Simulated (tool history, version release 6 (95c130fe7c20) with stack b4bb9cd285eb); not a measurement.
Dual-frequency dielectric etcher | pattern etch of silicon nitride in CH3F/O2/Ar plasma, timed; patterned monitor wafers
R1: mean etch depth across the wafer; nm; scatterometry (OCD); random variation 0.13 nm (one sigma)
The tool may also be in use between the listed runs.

run 1 hour=0 | source_power_(W)=300 bias_power_(W)=76 etch_time_(s)=46 | R1=30.374
run 2 hour=1.3 | source_power_(W)=300 bias_power_(W)=76 etch_time_(s)=42 | R1=27.822
run 3 hour=4.4 | source_power_(W)=280 bias_power_(W)=75 etch_time_(s)=42 | R1=26.777
run 4 hour=5.3 | source_power_(W)=280 bias_power_(W)=75 etch_time_(s)=46 | R1=29.549
run 5 hour=11 | source_power_(W)=260 bias_power_(W)=71 etch_time_(s)=46 | R1=28.312
run 6 hour=16.5 | source_power_(W)=250 bias_power_(W)=68 etch_time_(s)=46 | R1=27.575

The next listed run, before its measurement:
-- hour=20 wet clean of the chamber
run 7 hour=20 | source_power_(W)=240 bias_power_(W)=66 etch_time_(s)=46 | R1=?

Run 7 gave R1 25.954 nm.

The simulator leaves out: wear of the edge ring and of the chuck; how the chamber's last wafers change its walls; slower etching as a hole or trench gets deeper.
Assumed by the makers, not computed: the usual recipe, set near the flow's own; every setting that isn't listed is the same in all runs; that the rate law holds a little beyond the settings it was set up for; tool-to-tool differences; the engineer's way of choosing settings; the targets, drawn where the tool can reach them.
